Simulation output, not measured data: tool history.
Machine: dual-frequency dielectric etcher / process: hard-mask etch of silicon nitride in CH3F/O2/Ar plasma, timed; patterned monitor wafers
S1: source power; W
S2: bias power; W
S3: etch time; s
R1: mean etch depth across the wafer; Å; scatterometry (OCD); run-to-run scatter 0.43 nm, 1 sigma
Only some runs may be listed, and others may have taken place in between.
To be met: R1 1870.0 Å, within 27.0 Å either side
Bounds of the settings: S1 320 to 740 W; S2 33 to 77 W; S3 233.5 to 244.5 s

run	day	S1	S2	S3	R1
1	0.000	530	55	233.5	1685.0
2	0.300	560	55	233.5	1716.1
3	0.383	560	50	233.5	1684.6
4	0.458	560	50	244.5	1762.9
5	0.583	560	50	233.5	1691.0
6	0.817	560	50	233.5	1690.0
7	0.867	580	50	233.5	1707.9
8	1.108	600	50	233.5	1719.2
9	1.150	620	51	233.5	1762.6
10	1.504	640	51	233.5	1770.4
11	1.538	660	51	233.5	1796.2
12	1.562	670	51	233.5	1804.1
13	1.708	670	51	233.5	1806.3
14	2.017	680	51	233.5	1818.8
15	2.367	690	51	233.5	1820.2

Exactly one of the 5 candidate moves below puts every result within its allowed miss. Which one?
A	2.717	670	52	233.5	?
B	2.717	670	43	234.5	?
C	2.717	720	51	235.5	?
D	2.717	740	53	241.5	?
E	2.717	690	52	233.5	?

move	R1
A	1809.3
B	1748.4
C	1863.9
D	1945.8
E	1828.0
A: lands further from the targets than the last run did
B: lands further from the targets than the last run did
C: every result lands within tolerance
D: carries the result that was furthest off beyond its target, to the other side
E: gains on the last run, yet a result remains outside its allowed miss
C meets every target.

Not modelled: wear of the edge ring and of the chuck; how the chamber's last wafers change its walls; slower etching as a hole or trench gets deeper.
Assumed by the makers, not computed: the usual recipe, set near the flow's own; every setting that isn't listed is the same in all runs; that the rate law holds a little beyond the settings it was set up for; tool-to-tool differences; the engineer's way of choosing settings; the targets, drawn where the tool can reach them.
